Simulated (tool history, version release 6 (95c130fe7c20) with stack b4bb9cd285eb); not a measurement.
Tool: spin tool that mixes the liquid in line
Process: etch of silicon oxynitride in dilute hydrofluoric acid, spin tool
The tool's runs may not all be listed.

run	hour	temperature setpoint of the liquid (C)	parts of water to one part of 49 % hydrofluoric acid (parts by volume)	time under the liquid (s)	thickness taken off the silicon oxynitride on a monitor wafer (nm)
1	0.0	24.0	50	305	16.183
2	1.0	24.0	60	305	13.038
3	6.0	24.5	60	305	13.576
4	7.9	24.5	50	305	16.370
5	11.9	24.5	40	305	20.676
6	14.5	21.5	40	305	17.870
7	18.9	20.5	40	305	16.969
8	22.0	19.5	40	305	16.266

Forecast run 9:
9	30.1	19.0	40	305	?

thickness taken off the silicon oxynitride on a monitor wafer (nm): 15.591
